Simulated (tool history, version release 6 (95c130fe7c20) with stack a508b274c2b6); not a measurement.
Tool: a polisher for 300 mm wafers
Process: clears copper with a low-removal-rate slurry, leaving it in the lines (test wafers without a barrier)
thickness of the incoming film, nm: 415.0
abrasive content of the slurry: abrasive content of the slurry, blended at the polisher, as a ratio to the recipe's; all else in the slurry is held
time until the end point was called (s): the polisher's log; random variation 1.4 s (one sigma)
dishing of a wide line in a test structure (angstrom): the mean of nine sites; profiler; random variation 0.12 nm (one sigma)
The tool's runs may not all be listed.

run    day  flow of slurry (ml/min)  pressure of the wafer on the pad (psi)  speed of the pad under the wafer (cm/s)  abrasive content of the slurry  overpolish time after the end point (s)  time until the end point was called (s)  dishing of a wide line in a test structure (angstrom)
  1      0                      290                                     3.3                                      124                               1                                        9                                    80.24                                                 123.86
  2  0.258                      290                                       3                                      128                               1                                        8                                    83.85                                                 122.79
  3   0.35                      290                                       3                                      128                            0.85                                        8                                   90.706                                                  118.6
  4  0.683                      290                                       3                                      146                            0.85                                        8                                   78.997                                                 119.67
  5  1.012                      350                                       3                                      146                            0.85                                        8                                   75.816                                                 119.49
  6    1.2                      350                                       3                                      146                            0.75                                        8                                   78.956                                                 121.15
  7  1.367                      320                                     2.8                                      148                             0.8                                        7                                   84.172                                                 115.91
  8  1.421                      310                                     2.6                                      156                            0.75                                        6                                   85.499                                                 108.74
  9  1.504                      310                                     2.6                                      156                            0.75                                        6                                   88.004                                                 107.21
 10  1.546                      290                                     2.4                                      162                            0.75                                        6                                   90.787                                                 104.55
 11  1.688                      270                                     2.3                                      168                            0.75                                        6                                   91.038                                                 102.52
 12  1.996                      255                                     2.2                                      172                            0.75                                        6                                   94.752                                                 102.54
 13  2.279                      255                                     2.2                                      172                            0.75                                        6                                   93.457                                                 105.22
 14  2.346                      280                                     2.1                                      172                             0.7                                        6                                   99.129                                                 100.67
 15  2.371                      290                                       2                                      176                            0.65                                        6                                   102.64                                                 99.035
 16  2.658                      300                                     1.9                                      178                            0.65                                        6                                   106.01                                                 97.355
 17  2.725                      300                                     1.9                                      178                            0.65                                        6                                   108.37                                                 97.938

The next listed run, before its measurement:
 18  2.933                      280                                     1.9                                      180                            0.65                                        6                                        ?                                                      ?

Run 18 gave time until the end point was called (s) 108.51, dishing of a wide line in a test structure (angstrom) 99.821.

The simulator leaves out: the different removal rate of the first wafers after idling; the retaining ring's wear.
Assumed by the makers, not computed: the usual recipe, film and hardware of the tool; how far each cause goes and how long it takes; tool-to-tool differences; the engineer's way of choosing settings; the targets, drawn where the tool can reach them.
